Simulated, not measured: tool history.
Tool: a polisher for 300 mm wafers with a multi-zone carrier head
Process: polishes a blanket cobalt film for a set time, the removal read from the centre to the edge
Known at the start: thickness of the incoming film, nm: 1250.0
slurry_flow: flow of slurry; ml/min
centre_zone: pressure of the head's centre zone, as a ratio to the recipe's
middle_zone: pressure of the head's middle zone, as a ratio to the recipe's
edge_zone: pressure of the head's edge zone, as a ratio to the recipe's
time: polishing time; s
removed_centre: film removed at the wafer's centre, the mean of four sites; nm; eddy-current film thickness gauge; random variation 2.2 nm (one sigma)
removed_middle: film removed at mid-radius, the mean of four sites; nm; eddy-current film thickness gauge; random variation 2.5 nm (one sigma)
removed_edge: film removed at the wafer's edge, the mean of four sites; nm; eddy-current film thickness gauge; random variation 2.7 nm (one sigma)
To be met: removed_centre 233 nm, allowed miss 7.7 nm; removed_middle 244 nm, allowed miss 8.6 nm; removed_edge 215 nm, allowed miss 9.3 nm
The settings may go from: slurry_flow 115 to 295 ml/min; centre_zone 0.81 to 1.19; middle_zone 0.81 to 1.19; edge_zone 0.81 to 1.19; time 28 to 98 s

| run | hour | slurry_flow | centre_zone | middle_zone | edge_zone | time | removed_centre | removed_middle | removed_edge |
|---|---|---|---|---|---|---|---|---|---|
| 1 | 0 | 190 | 1 | 1 | 1 | 63 | 273.04 | 276.85 | 277.29 |
| 2 | 4.2 | 190 | 1 | 1.06 | 1 | 63 | 277.92 | 289.15 | 275.58 |
| 3 | 7.6 | 190 | 1.06 | 1.06 | 1 | 63 | 291.42 | 290.8 | 279.59 |
| 4 | 8.5 | 190 | 1.06 | 1.06 | 1.03 | 63 | 288.78 | 297.64 | 274.03 |
| 5 | 15.3 | 190 | 1.07 | 1.06 | 1.04 | 61 | 279.59 | 276.87 | 273.69 |
| 6 | 21.7 | 190 | 1.07 | 1.06 | 1.04 | 48 | 220.82 | 221.58 | 214.34 |
| 7 | 22.8 | 195 | 1.07 | 1.07 | 1.04 | 48 | 223.74 | 221.09 | 217.29 |
| 8 | 24.8 | 195 | 1.07 | 1.09 | 1.03 | 48 | 222.86 | 224.35 | 213.33 |

Which of these 4 next moves meets every target?
| A | 26.8 | 215 | 1.09 | 1.15 | 0.99 | 49 | ? | ? | ? |
| B | 26.8 | 150 | 0.97 | 1.07 | 1.15 | 49 | ? | ? | ? |
| C | 26.8 | 225 | 1 | 1.01 | 0.97 | 48 | ? | ? | ? |
| D | 26.8 | 180 | 1.02 | 1.01 | 1.06 | 47 | ? | ? | ? |

| move | removed_centre | removed_middle | removed_edge |
|---|---|---|---|
| A | 231.82 | 239.51 | 217.15 |
| B | 199.54 | 216.39 | 227.16 |
| C | 211.37 | 211.79 | 211.79 |
| D | 204.92 | 202.3 | 212.62 |
A: meets every target
B: further off than the last run
C: further off than the last run
D: further off than the last run
Move A is the one to make.

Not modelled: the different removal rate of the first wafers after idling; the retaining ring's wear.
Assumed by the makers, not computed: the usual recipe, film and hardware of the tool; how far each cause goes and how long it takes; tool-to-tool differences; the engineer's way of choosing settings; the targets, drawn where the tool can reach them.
